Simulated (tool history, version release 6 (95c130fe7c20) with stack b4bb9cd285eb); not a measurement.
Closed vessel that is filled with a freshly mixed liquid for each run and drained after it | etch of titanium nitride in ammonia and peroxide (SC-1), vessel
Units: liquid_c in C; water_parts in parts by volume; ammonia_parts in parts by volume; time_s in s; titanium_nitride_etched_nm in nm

| run | hour | liquid_c | water_parts | ammonia_parts | time_s | titanium_nitride_etched_nm |
|---|---|---|---|---|---|---|
| 1 | 0.0 | 60.0 | 19.5 | 0.55 | 1160 | 84.299 |
| 2 | 9.3 | 60.0 | 13.5 | 0.55 | 1160 | 103.210 |
| 3 | 13.1 | 58.5 | 13.5 | 0.55 | 1160 | 93.590 |
| 4 | 15.8 | 58.5 | 10.0 | 0.55 | 1160 | 110.150 |
| 5 | 21.1 | 58.5 | 10.0 | 0.55 | 1160 | 109.560 |
| 6 | 27.3 | 58.5 | 10.0 | 0.40 | 1160 | 103.150 |
| 7 | 34.9 | 57.0 | 10.0 | 0.40 | 1160 | 94.158 |

Run 8 comes next. What will it give?
| 8 | 41.3 | 57.0 | 10.0 | 0.40 | 1160 | ? |

titanium_nitride_etched_nm: 93.469 nm

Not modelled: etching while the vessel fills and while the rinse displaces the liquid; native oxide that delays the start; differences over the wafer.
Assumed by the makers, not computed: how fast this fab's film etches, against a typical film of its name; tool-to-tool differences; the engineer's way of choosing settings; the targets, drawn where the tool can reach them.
